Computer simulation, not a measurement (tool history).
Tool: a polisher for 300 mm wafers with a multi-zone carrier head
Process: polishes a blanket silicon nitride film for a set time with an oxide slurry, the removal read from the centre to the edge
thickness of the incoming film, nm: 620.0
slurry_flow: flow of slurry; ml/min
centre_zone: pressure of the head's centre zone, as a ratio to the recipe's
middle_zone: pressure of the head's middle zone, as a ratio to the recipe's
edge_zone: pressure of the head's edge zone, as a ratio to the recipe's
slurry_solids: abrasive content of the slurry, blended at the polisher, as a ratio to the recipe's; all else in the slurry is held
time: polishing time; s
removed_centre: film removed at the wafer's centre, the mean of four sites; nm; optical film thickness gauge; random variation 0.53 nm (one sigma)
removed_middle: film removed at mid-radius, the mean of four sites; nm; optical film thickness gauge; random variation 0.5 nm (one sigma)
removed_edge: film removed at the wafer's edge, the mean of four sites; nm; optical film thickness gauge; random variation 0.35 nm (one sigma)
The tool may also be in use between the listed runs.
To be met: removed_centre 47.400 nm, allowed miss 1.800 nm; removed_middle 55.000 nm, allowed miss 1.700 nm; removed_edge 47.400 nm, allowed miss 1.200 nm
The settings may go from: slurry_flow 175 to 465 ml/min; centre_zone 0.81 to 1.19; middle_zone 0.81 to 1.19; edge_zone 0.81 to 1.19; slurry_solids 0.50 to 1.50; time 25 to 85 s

Run 1, hour 0.0: slurry_flow 295 ml/min, centre_zone 1.00, middle_zone 1.00, edge_zone 1.00, slurry_solids 1.00, time 55 s. Result: removed_centre 34.554 nm, removed_middle 34.305 nm, removed_edge 34.727 nm.
Run 2, hour 8.1: slurry_flow 295 ml/min, centre_zone 1.00, middle_zone 1.00, edge_zone 1.00, slurry_solids 0.85, time 55 s. Result: removed_centre 31.496 nm, removed_middle 32.613 nm, removed_edge 32.905 nm.
Run 3, hour 14.9: slurry_flow 295 ml/min, centre_zone 1.00, middle_zone 1.00, edge_zone 1.00, slurry_solids 1.00, time 55 s. Result: removed_centre 33.937 nm, removed_middle 34.686 nm, removed_edge 34.945 nm.
Run 4, hour 18.0: slurry_flow 255 ml/min, centre_zone 1.00, middle_zone 1.00, edge_zone 1.00, slurry_solids 1.00, time 55 s. Result: removed_centre 32.917 nm, removed_middle 34.123 nm, removed_edge 34.029 nm.
Run 5, hour 21.6: slurry_flow 255 ml/min, centre_zone 1.00, middle_zone 1.00, edge_zone 0.97, slurry_solids 1.00, time 55 s. Result: removed_centre 33.230 nm, removed_middle 33.875 nm, removed_edge 34.322 nm.
Run 6, hour 30.3: slurry_flow 260 ml/min, centre_zone 0.99, middle_zone 1.04, edge_zone 0.97, slurry_solids 1.10, time 56 s. Result: removed_centre 35.116 nm, removed_middle 37.066 nm, removed_edge 35.516 nm.
Run 7, hour 32.3: slurry_flow 265 ml/min, centre_zone 0.98, middle_zone 1.06, edge_zone 0.99, slurry_solids 1.20, time 57 s. Result: removed_centre 36.458 nm, removed_middle 40.106 nm, removed_edge 38.338 nm.
Run 8, hour 36.5: slurry_flow 280 ml/min, centre_zone 0.99, middle_zone 1.09, edge_zone 1.00, slurry_solids 1.25, time 58 s. Result: removed_centre 38.661 nm, removed_middle 42.654 nm, removed_edge 40.055 nm.
Run 9, hour 41.7: slurry_flow 290 ml/min, centre_zone 0.99, middle_zone 1.11, edge_zone 1.00, slurry_solids 1.30, time 59 s. Result: removed_centre 39.311 nm, removed_middle 45.049 nm, removed_edge 41.835 nm.
Run 10, hour 50.1: slurry_flow 290 ml/min, centre_zone 0.99, middle_zone 1.11, edge_zone 1.00, slurry_solids 1.30, time 59 s. Result: removed_centre 40.205 nm, removed_middle 44.606 nm, removed_edge 41.198 nm.
Run 11, hour 54.4: slurry_flow 365 ml/min, centre_zone 1.02, middle_zone 1.19, edge_zone 1.03, slurry_solids 1.50, time 60 s. Result: removed_centre 45.026 nm, removed_middle 51.828 nm, removed_edge 44.826 nm.
Run 12, hour 62.7: slurry_flow 365 ml/min, centre_zone 1.02, middle_zone 1.19, edge_zone 1.03, slurry_solids 1.50, time 61 s. Result: removed_centre 45.513 nm, removed_middle 52.059 nm, removed_edge 45.915 nm.

5 next moves are on the table. One of them brings every result within its allowed miss. Which?
Run A, hour 71.0: slurry_flow 370 ml/min, centre_zone 1.06, middle_zone 1.14, edge_zone 1.08, slurry_solids 1.45, time 59 s. Result: removed_centre ?, removed_middle ?, removed_edge ?.
Run B, hour 71.0: slurry_flow 420 ml/min, centre_zone 1.03, middle_zone 1.11, edge_zone 1.08, slurry_solids 1.50, time 58 s. Result: removed_centre ?, removed_middle ?, removed_edge ?.
Run C, hour 71.0: slurry_flow 335 ml/min, centre_zone 1.02, middle_zone 1.19, edge_zone 1.00, slurry_solids 1.40, time 66 s. Result: removed_centre ?, removed_middle ?, removed_edge ?.
Run D, hour 71.0: slurry_flow 405 ml/min, centre_zone 1.08, middle_zone 1.13, edge_zone 1.03, slurry_solids 1.45, time 58 s. Result: removed_centre ?, removed_middle ?, removed_edge ?.
Run E, hour 71.0: slurry_flow 355 ml/min, centre_zone 1.09, middle_zone 1.18, edge_zone 1.03, slurry_solids 1.30, time 61 s. Result: removed_centre ?, removed_middle ?, removed_edge ?.

move  removed_centre  removed_middle  removed_edge
   A          44.945          48.057        44.823
   B          43.856          47.162        44.911
   C          47.377          54.668        47.710
   D          45.362          47.213        43.468
   E          45.880          49.120        43.659
A: further off than the last run
B: further off than the last run
C: meets every target
D: further off than the last run
E: further off than the last run
Answer: C
